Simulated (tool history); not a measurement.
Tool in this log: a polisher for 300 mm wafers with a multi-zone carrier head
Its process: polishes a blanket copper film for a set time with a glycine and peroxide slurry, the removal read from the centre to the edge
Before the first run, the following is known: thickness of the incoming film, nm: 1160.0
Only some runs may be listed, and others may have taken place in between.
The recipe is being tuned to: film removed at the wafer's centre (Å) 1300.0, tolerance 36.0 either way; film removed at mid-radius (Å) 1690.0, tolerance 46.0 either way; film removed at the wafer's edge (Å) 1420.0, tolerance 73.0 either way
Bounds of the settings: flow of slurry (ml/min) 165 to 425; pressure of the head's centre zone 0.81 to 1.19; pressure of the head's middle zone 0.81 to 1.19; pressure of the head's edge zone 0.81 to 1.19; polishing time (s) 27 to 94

run,hour,flow of slurry (ml/min),pressure of the head's centre zone,pressure of the head's middle zone,pressure of the head's edge zone,polishing time (s),film removed at the wafer's centre (Å),film removed at mid-radius (Å),film removed at the wafer's edge (Å)
1,0.0,275,1.00,1.00,1.00,60,2996.9,3000.5,3025.6
2,6.8,275,1.00,1.00,0.95,60,2997.6,3006.8,2913.8
3,14.6,275,1.00,1.00,0.95,68,3337.9,3452.0,3267.0
4,20.2,275,0.95,1.00,0.95,68,3188.2,3390.7,3386.6
5,26.2,275,0.95,1.00,0.95,83,3959.7,4127.1,4029.6
6,27.2,275,0.95,1.00,1.02,83,3968.8,4139.1,4273.9
7,30.2,245,0.91,0.99,0.96,68,3019.1,3338.4,3306.4
8,38.3,170,0.81,0.89,0.86,51,1984.1,2196.2,2271.9
9,41.1,170,0.81,0.93,0.85,45,1705.9,2030.9,2017.2
10,49.4,175,0.84,0.97,0.84,40,1586.9,1837.9,1728.3
11,50.3,175,0.83,0.99,0.83,38,1483.7,1790.2,1688.4
12,53.4,175,0.84,1.03,0.82,37,1476.9,1817.7,1612.1
13,62.3,175,0.82,1.08,0.81,29,1136.9,1483.2,1277.1
14,71.0,180,0.83,1.09,0.82,30,1208.8,1563.7,1305.3
15,73.5,185,0.83,1.09,0.84,31,1248.9,1595.4,1375.5
16,79.2,190,0.83,1.10,0.85,31,1243.2,1590.0,1392.8
17,81.7,225,0.86,1.17,0.84,32,1344.7,1788.7,1467.0
18,84.4,215,0.86,1.16,0.84,32,1340.4,1762.7,1447.5
19,92.6,205,0.86,1.15,0.84,32,1316.5,1774.2,1448.2
20,93.4,205,0.86,1.14,0.84,32,1333.7,1757.9,1444.9
21,98.2,190,0.84,1.11,0.83,31,1264.0,1624.4,1366.7
22,99.7,200,0.84,1.11,0.83,31,1264.2,1630.8,1349.2
23,105.3,195,0.85,1.12,0.84,31,1256.8,1645.6,1375.2

Which of these 4 next moves meets every target?
A,110.9,170,0.82,1.19,0.81,32,?,?,?
B,110.9,190,0.81,1.02,0.90,34,?,?,?
C,110.9,165,0.87,1.16,0.87,32,?,?,?
D,110.9,165,0.81,1.18,0.88,31,?,?,?

move,film removed at the wafer's centre (Å),film removed at mid-radius (Å),film removed at the wafer's edge (Å)
A,1248.1,1761.8,1400.0
B,1333.0,1675.0,1581.3
C,1312.0,1716.4,1440.9
D,1189.2,1687.1,1402.8
A: moves away from the targets compared with the last run
B: the worst result of the last run now meets its target, but another is out of spec
C: every result within its allowed miss
D: moves away from the targets compared with the last run
Move C is the one to make.
